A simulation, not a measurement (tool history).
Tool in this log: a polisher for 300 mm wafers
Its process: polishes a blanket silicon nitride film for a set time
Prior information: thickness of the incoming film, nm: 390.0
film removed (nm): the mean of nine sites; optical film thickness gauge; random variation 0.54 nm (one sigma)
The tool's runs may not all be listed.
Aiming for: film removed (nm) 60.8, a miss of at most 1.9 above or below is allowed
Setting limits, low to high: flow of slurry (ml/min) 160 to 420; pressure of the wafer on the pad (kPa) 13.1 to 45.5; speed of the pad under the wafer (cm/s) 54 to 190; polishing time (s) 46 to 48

run,hour,flow of slurry (ml/min),pressure of the wafer on the pad (kPa),speed of the pad under the wafer (cm/s),polishing time (s),film removed (nm)
1,0,270,29,122,46,97.313
2,6.6,270,29,122,46,96.943
3,14.2,295,29,122,46,97.492
4,20.7,295,24.8,122,46,87.855
5,26.6,295,24.8,122,46,87.654
6,32.1,260,24.8,122,46,85.586
7,39.3,260,24.8,122,46,86.739
8,39.9,260,21.4,120,46,77.149
9,41.4,260,19.3,120,46,71.835
10,44.8,255,13.8,120,46,58.56

Which one of the following 4 next-run settings gets every result inside its allowed miss? There is exactly one.
A,48.2,215,13.8,118,47,?
B,48.2,260,13.1,122,46,?
C,48.2,265,13.8,118,48,?
D,48.2,265,14.5,136,46,?

move,film removed (nm)
A,56.904
B,56.631
C,59.436
D,65.348
A: further off than the last run
B: further off than the last run
C: all results land within tolerance of their targets
D: takes the biggest miss from the last run beyond its target
C is the move that brings every result within its allowed miss.
